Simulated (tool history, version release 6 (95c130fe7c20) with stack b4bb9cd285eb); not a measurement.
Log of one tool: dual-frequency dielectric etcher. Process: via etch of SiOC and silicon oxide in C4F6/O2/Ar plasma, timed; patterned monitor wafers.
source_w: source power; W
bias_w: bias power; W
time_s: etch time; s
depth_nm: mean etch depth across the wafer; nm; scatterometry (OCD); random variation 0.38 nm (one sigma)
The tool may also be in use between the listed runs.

run 1 day=0 | source_w=450 bias_w=164 time_s=77 | depth_nm=85.95
run 2 day=0.258 | source_w=420 bias_w=162 time_s=77 | depth_nm=83.417
run 3 day=0.296 | source_w=460 bias_w=162 time_s=77 | depth_nm=86.15
run 4 day=0.367 | source_w=430 bias_w=160 time_s=77 | depth_nm=84.461
run 5 day=0.683 | source_w=500 bias_w=160 time_s=77 | depth_nm=87.603
run 6 day=0.933 | source_w=460 bias_w=155 time_s=77 | depth_nm=85.608
run 7 day=1.067 | source_w=430 bias_w=151 time_s=77 | depth_nm=81.879
run 8 day=1.279 | source_w=410 bias_w=150 time_s=77 | depth_nm=80.354
run 9 day=1.496 | source_w=400 bias_w=149 time_s=77 | depth_nm=79.074
run 10 day=1.754 | source_w=390 bias_w=149 time_s=77 | depth_nm=79.17
run 11 day=1.921 | source_w=380 bias_w=148 time_s=77 | depth_nm=77.853

Forecast run 12:
run 12 day=2.221 | source_w=370 bias_w=148 time_s=77 | depth_nm=?

{"run 12": {"depth_nm": 77.59}}
